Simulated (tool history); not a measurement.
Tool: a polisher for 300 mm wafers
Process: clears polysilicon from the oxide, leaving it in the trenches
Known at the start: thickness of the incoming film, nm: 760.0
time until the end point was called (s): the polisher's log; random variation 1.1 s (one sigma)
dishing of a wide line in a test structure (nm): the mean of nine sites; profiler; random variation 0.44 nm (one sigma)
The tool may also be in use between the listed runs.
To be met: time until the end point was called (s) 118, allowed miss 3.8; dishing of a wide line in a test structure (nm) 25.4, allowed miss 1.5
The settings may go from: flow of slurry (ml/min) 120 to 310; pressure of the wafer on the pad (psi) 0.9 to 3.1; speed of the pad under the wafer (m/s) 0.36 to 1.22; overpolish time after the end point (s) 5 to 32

run  hour  flow of slurry (ml/min)  pressure of the wafer on the pad (psi)  speed of the pad under the wafer (m/s)  overpolish time after the end point (s)  time until the end point was called (s)  dishing of a wide line in a test structure (nm)
  1     0                      200                                       2                                    0.78                                       16                                   105.91                                           46.279
  2   2.1                      200                                     1.9                                    0.78                                       12                                    112.1                                           40.523
  3   6.8                      200                                     1.6                                    0.86                                       10                                   122.69                                            36.51
  4   8.6                      230                                     1.6                                    0.86                                       10                                   123.48                                           36.722
  5  15.7                      200                                     1.4                                    0.98                                        8                                   126.39                                           31.893
  6  20.2                      175                                     1.3                                    1.06                                        7                                   132.35                                           29.168
  7  21.2                      155                                     1.3                                    1.12                                        6                                    127.2                                           27.708
  8    28                      145                                     1.3                                    1.16                                        6                                    122.6                                           27.151
  9  34.6                      135                                     1.3                                    1.18                                        6                                   123.33                                           28.282

4 next moves are on the table. One of them brings every result within its allowed miss. Which?
  A  41.2                      155                                     1.5                                    0.98                                       10                                        ?                                                ?
  B  41.2                      150                                     1.3                                    1.22                                        5                                        ?                                                ?
  C  41.2                      120                                     1.4                                    1.06                                        9                                        ?                                                ?
  D  41.2                      125                                     1.5                                    0.94                                        9                                        ?                                                ?

move  time until the end point was called (s)  dishing of a wide line in a test structure (nm)
   A                                   122.41                                           35.783
   B                                   118.78                                            24.54
   C                                   128.66                                           33.219
   D                                    131.1                                           32.901
A: further off than the last run
B: meets every target
C: further off than the last run
D: further off than the last run
The right move is B.
